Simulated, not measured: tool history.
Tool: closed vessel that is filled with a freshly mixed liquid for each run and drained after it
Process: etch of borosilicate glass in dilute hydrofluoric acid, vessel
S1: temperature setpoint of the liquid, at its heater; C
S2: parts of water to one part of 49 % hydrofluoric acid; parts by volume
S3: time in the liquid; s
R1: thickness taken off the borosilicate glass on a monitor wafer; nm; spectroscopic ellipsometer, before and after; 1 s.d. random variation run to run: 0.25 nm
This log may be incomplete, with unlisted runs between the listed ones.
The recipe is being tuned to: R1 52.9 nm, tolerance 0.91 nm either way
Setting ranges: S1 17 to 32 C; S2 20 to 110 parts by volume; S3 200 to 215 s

run  hour    S1  S2   S3      R1
  1     0    24  60  200  92.274
  2   8.6    24  60  215  100.22
  3  16.5    23  65  215  87.788
  4  20.6  25.5  65  215  96.781
  5  28.3  25.5  50  215  129.69
  6    31    24  55  215  109.62
  7  37.8    20  80  215  61.956
  8  41.5    17  85  215  51.288

Pick the move, out of 4, that brings all results within their allowed miss; only one does.
  A  45.2  17  75  200   ?
  B  45.2  18  80  210   ?
  C  45.2  17  90  215   ?
  D  45.2  19  85  205   ?

move      R1
   A   54.13
   B    55.3
   C  47.721
   D  52.699
A: carries the result that was furthest off beyond its target, to the other side
B: carries the result that was furthest off beyond its target, to the other side
C: the biggest miss grows against the last run
D: all results land within tolerance of their targets
The right move is D.
